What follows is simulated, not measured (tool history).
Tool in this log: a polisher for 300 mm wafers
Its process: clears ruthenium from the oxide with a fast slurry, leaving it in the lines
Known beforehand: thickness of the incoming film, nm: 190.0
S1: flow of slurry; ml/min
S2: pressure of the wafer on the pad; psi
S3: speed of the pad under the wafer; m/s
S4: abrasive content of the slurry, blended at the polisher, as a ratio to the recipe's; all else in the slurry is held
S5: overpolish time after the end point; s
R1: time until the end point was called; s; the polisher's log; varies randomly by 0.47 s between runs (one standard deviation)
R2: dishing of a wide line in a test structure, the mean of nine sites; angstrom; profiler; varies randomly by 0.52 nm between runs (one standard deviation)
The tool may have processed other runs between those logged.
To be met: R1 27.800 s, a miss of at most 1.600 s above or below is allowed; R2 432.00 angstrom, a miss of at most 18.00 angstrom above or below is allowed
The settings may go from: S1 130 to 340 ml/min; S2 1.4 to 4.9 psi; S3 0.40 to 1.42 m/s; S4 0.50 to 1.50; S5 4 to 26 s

Run 1, day 0.000: S1 220 ml/min, S2 3.1 psi, S3 0.90 m/s, S4 1.00, S5 13 s. Result: R1 41.925 s, R2 403.68 angstrom.
Run 2, day 0.083: S1 185 ml/min, S2 3.1 psi, S3 0.90 m/s, S4 1.00, S5 13 s. Result: R1 41.353 s, R2 408.33 angstrom.
Run 3, day 0.200: S1 185 ml/min, S2 3.1 psi, S3 0.90 m/s, S4 1.15, S5 13 s. Result: R1 40.914 s, R2 429.51 angstrom.
Run 4, day 0.229: S1 185 ml/min, S2 3.2 psi, S3 0.90 m/s, S4 1.10, S5 13 s. Result: R1 39.923 s, R2 428.98 angstrom.
Run 5, day 0.371: S1 185 ml/min, S2 3.3 psi, S3 0.90 m/s, S4 1.10, S5 13 s. Result: R1 39.560 s, R2 440.76 angstrom.
Run 6, day 0.654: S1 185 ml/min, S2 2.9 psi, S3 0.90 m/s, S4 1.10, S5 13 s. Result: R1 45.440 s, R2 392.99 angstrom.
Run 7, day 0.892: S1 185 ml/min, S2 3.0 psi, S3 0.90 m/s, S4 1.05, S5 13 s. Result: R1 43.572 s, R2 403.62 angstrom.
Run 8, day 1.188: S1 185 ml/min, S2 3.1 psi, S3 0.90 m/s, S4 1.05, S5 13 s. Result: R1 41.292 s, R2 409.24 angstrom.
Run 9, day 1.358: S1 185 ml/min, S2 3.1 psi, S3 0.90 m/s, S4 1.05, S5 13 s. Result: R1 43.692 s, R2 407.54 angstrom.
Run 10, day 1.412: S1 195 ml/min, S2 3.2 psi, S3 0.90 m/s, S4 1.05, S5 13 s. Result: R1 40.805 s, R2 434.01 angstrom.
Run 11, day 1.762: S1 195 ml/min, S2 3.3 psi, S3 0.90 m/s, S4 1.05, S5 12 s. Result: R1 40.325 s, R2 400.14 angstrom.
Run 12, day 2.012: S1 195 ml/min, S2 3.5 psi, S3 0.90 m/s, S4 1.00, S5 12 s. Result: R1 37.731 s, R2 423.02 angstrom.
Run 13, day 2.104: S1 205 ml/min, S2 4.4 psi, S3 0.92 m/s, S4 1.00, S5 8 s. Result: R1 29.892 s, R2 371.59 angstrom.

Below are 4 possible settings for the next run. Only one of them brings all results inside the allowed miss of their targets. Which is it?
Run A, day 2.196: S1 210 ml/min, S2 4.9 psi, S3 0.88 m/s, S4 1.00, S5 9 s. Result: R1 ?, R2 ?.
Run B, day 2.196: S1 205 ml/min, S2 4.5 psi, S3 0.82 m/s, S4 0.95, S5 12 s. Result: R1 ?, R2 ?.
Run C, day 2.196: S1 235 ml/min, S2 3.9 psi, S3 0.92 m/s, S4 0.90, S5 9 s. Result: R1 ?, R2 ?.
Run D, day 2.196: S1 165 ml/min, S2 4.2 psi, S3 1.02 m/s, S4 0.85, S5 9 s. Result: R1 ?, R2 ?.

move      R1      R2
   A  28.092  434.62
   B  33.237  477.66
   C  34.460  367.66
   D  31.393  397.17
A: every result lands within tolerance
B: carries the result that was furthest off beyond its target, to the other side
C: the biggest miss grows against the last run
D: closes in on the targets versus the last run, not all within tolerance yet
The move that meets every target is A.
